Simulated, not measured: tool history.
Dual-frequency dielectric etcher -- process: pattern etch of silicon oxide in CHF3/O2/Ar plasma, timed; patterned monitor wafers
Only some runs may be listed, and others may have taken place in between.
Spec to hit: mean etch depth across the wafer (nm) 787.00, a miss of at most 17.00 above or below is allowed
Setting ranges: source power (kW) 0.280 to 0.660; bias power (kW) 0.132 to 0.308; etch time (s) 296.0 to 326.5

run	hour	source power (kW)	bias power (kW)	etch time (s)	mean etch depth across the wafer (nm)
1	0.0	0.470	0.220	326.5	657.82
2	9.0	0.420	0.220	326.5	632.83
3	14.0	0.420	0.220	326.5	632.12
4	15.1	0.500	0.220	326.5	674.01
5	22.3	0.500	0.220	326.5	670.43
6	26.5	0.500	0.220	326.5	671.41
7	30.1	0.600	0.255	326.5	762.73
8	31.3	0.600	0.255	326.5	763.95

Which of these 5 next moves meets every target?
A	32.5	0.650	0.227	326.5	?
B	32.5	0.590	0.252	308.5	?
C	32.5	0.610	0.258	315.0	?
D	32.5	0.560	0.280	326.5	?
E	32.5	0.580	0.257	320.5	?

move	mean etch depth across the wafer (nm)
A	748.02
B	716.97
C	748.64
D	782.24
E	747.19
A: further off than the last run
B: further off than the last run
C: further off than the last run
D: in spec on every target
E: further off than the last run
Correct choice: D, which meets every target
